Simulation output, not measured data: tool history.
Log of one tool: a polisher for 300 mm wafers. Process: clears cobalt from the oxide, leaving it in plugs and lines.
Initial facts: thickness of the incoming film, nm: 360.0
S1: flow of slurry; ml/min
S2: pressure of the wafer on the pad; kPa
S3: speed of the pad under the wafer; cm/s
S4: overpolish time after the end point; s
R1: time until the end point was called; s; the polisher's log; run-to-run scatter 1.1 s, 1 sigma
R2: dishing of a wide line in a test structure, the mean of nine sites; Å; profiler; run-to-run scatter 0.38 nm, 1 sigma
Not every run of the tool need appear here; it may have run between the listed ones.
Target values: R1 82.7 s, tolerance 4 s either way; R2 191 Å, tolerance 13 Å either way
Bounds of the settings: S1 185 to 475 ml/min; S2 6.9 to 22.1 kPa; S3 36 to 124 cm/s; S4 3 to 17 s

run	hour	S1	S2	S3	S4	R1	R2
1	0	305	14.5	80	9	88.892	249.83
2	5.6	305	14.5	80	8	90.462	230.4
3	10.2	305	14.5	94	8	75.501	255.27
4	13.7	305	14.5	84	8	83.527	235.95
5	20.9	305	14.5	94	8	76.059	254.97
6	22.4	305	11	94	8	95.633	210.79
7	27.3	305	13.1	96	5	79.776	166.04
8	28.9	305	12.4	96	7	84.075	215.78

Below are 4 possible settings for the next run. Only one of them brings all results inside the allowed miss of their targets. Which is it?
A	30.5	335	11.7	104	8	?	?
B	30.5	395	14.5	72	8	?	?
C	30.5	345	14.5	94	7	?	?
D	30.5	355	13.1	92	6	?	?

move	R1	R2
A	80.99	230.66
B	95.147	203.98
C	73.959	223.26
D	82.477	181.61
A: its largest miss is bigger than the last run's
B: meets the target for the result that was furthest off, but another lies outside its allowed miss
C: its largest miss is bigger than the last run's
D: in spec on every target
So the answer is move D, the one that meets all the targets.
